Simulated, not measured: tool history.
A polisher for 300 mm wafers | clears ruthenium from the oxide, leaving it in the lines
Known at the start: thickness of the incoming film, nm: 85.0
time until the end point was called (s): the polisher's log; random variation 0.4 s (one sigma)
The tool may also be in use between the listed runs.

run  hour  flow of slurry (ml/min)  pressure of the wafer on the pad (kPa)  speed of the pad under the wafer (cm/s)  overpolish time after the end point (s)  time until the end point was called (s)
  1   0.0                      190                                    11.7                                      126                                        5                                   66.279
  2   8.9                      190                                    12.4                                      126                                        5                                   64.081
  3  15.1                      190                                    10.3                                      126                                        5                                   75.296
  4  15.8                      190                                     9.0                                      126                                        5                                   87.011
  5  20.5                      165                                     9.0                                      126                                        5                                   90.165
  6  24.7                      195                                     9.0                                      126                                        5                                   84.546
  7  33.3                      205                                     9.7                                      126                                        5                                   79.817
  8  35.9                      210                                    11.0                                      126                                        5                                   70.030
  9  41.4                      210                                    11.0                                      126                                        5                                   68.360
 10  44.5                      215                                    11.7                                      126                                        5                                   65.377
 11  45.6                      220                                    12.4                                      126                                        5                                   59.795

The next listed run, before its measurement:
 12  54.1                      220                                    12.4                                      126                                        5                                        ?

time until the end point was called (s): 61.582

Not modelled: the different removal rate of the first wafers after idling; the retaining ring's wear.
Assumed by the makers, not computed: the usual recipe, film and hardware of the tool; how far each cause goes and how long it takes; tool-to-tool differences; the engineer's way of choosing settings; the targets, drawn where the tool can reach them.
